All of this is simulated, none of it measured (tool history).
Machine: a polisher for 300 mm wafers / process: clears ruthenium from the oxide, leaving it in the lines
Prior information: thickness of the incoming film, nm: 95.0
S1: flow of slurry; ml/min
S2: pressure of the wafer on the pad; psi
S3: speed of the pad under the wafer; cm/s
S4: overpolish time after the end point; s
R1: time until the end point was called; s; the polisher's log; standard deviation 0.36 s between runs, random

| run | day | S1 | S2 | S3 | S4 | R1 |
|---|---|---|---|---|---|---|
| 1 | 0 | 240 | 2.3 | 104 | 6 | 73.796 |
| 2 | 0.229 | 240 | 2.5 | 104 | 6 | 67.681 |
| 3 | 0.296 | 240 | 2.5 | 84 | 6 | 84.202 |
| 4 | 0.542 | 240 | 2.5 | 106 | 6 | 66.498 |
| 5 | 0.592 | 240 | 2.2 | 106 | 6 | 75.843 |
| 6 | 0.804 | 240 | 1.7 | 106 | 6 | 96.455 |
| 7 | 1.162 | 240 | 2.1 | 106 | 6 | 79.777 |

For run 8, what comes out?
| 8 | 1.317 | 240 | 2.4 | 106 | 6 | ? |

R1: 69.436 s

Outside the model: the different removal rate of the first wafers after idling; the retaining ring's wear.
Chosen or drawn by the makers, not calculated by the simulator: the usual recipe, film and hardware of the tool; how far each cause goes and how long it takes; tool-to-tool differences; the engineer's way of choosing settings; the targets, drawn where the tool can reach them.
